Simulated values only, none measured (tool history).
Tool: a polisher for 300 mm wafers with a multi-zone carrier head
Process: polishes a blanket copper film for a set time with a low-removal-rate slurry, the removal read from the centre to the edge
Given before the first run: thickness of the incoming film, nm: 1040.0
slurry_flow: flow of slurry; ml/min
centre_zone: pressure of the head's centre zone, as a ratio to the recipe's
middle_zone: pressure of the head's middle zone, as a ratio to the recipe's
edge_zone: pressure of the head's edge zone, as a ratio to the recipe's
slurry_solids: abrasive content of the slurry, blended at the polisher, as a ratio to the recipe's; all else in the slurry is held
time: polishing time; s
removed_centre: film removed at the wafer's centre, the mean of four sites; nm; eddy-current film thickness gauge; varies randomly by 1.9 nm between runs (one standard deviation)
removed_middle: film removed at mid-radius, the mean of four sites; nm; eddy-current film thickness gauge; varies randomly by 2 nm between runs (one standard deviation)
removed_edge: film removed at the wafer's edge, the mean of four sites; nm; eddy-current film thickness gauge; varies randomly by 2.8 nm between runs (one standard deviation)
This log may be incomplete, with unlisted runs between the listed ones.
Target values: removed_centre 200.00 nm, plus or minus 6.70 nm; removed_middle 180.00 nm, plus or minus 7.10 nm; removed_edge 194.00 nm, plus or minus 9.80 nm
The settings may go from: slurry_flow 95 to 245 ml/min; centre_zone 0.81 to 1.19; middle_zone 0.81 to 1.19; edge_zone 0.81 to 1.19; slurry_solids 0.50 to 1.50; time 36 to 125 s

run	hour	slurry_flow	centre_zone	middle_zone	edge_zone	slurry_solids	time	removed_centre	removed_middle	removed_edge
1	0.0	155	1.00	1.00	1.00	1.00	80	215.05	215.79	216.93
2	1.8	150	1.00	0.99	0.99	1.00	80	211.79	212.33	208.82
3	7.2	150	0.96	0.99	0.99	1.00	80	202.71	214.03	212.96
4	16.1	110	0.96	0.99	0.99	1.00	80	185.67	198.54	191.77
5	24.2	110	0.96	0.99	1.02	1.00	80	188.91	198.00	198.28
6	26.6	110	0.96	0.99	0.98	1.00	80	185.00	196.71	201.60
7	30.1	110	0.97	0.98	0.98	1.00	80	189.53	195.60	200.64
8	32.8	110	0.98	0.98	0.98	1.00	80	188.96	198.33	200.29
9	38.2	110	0.98	0.98	0.98	1.00	80	192.22	194.50	196.28

5 candidate next runs follow, results not yet known. Just one meets every target within its allowed miss. Identify it.
A	43.6	120	0.99	1.14	0.97	1.00	75	?	?	?
B	43.6	100	0.99	1.07	0.98	1.10	82	?	?	?
C	43.6	95	1.01	1.15	1.01	1.20	77	?	?	?
D	43.6	100	1.05	1.02	0.93	0.95	87	?	?	?
E	43.6	95	1.07	0.90	0.94	0.90	85	?	?	?

move	removed_centre	removed_middle	removed_edge
A	185.95	212.08	182.89
B	195.47	213.00	198.59
C	187.76	213.77	191.08
D	211.56	208.64	197.83
E	203.15	177.62	189.46
A: further off than the last run
B: further off than the last run
C: further off than the last run
D: further off than the last run
E: every result lands within tolerance
The move that meets every target is E.

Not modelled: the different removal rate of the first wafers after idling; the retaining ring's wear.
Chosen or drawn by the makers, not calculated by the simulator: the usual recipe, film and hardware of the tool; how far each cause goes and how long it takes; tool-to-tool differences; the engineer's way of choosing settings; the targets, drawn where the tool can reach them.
